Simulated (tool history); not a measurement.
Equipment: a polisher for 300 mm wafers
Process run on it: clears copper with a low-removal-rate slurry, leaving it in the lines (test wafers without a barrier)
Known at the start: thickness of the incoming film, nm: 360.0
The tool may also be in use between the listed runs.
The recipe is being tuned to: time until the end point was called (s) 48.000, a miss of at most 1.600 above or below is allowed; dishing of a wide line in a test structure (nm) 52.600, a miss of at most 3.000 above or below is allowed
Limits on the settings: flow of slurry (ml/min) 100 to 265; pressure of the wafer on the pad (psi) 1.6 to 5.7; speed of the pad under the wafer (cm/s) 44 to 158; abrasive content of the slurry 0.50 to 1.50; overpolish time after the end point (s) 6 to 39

run	hour	flow of slurry (ml/min)	pressure of the wafer on the pad (psi)	speed of the pad under the wafer (cm/s)	abrasive content of the slurry	overpolish time after the end point (s)	time until the end point was called (s)	dishing of a wide line in a test structure (nm)
1	0.0	170	3.6	100	1.00	20	83.980	42.895
2	1.3	175	4.0	100	1.00	19	75.814	45.426
3	9.4	205	4.0	100	1.00	19	73.882	47.054
4	14.7	205	4.3	100	1.00	18	68.781	48.396
5	20.5	205	4.3	100	1.00	12	70.413	35.689
6	23.6	205	4.3	74	1.00	12	81.564	30.782
7	30.0	205	4.6	78	1.00	12	76.082	34.943
8	33.2	210	4.8	84	1.00	12	68.399	36.864
9	40.9	210	5.0	88	1.00	12	64.947	37.750
10	49.5	215	5.1	92	1.00	12	61.576	38.992
11	52.5	215	5.2	96	1.00	13	58.249	44.112
12	61.4	220	5.3	98	1.00	13	56.806	44.770
13	65.5	220	5.4	100	1.00	13	54.713	45.178
14	70.8	220	5.5	102	1.00	13	53.132	45.823

Exercise: of the 4 proposed moves below, exactly one satisfies all targets within the stated allowed misses. Which move is it?
A	76.1	255	5.6	118	1.15	11	?	?
B	76.1	220	5.6	124	0.90	12	?	?
C	76.1	260	4.8	122	1.25	13	?	?
D	76.1	265	5.7	106	1.05	15	?	?

move	time until the end point was called (s)	dishing of a wide line in a test structure (nm)
A	44.824	44.743
B	46.841	45.956
C	49.904	46.114
D	47.958	51.662
A: moves the result that the last run missed by most past its target, out the other side
B: gets the furthest-off result to its target, but another result is out of tolerance
C: moves toward the targets from the last run without getting all of them in spec
D: all results in spec
The right move is D.

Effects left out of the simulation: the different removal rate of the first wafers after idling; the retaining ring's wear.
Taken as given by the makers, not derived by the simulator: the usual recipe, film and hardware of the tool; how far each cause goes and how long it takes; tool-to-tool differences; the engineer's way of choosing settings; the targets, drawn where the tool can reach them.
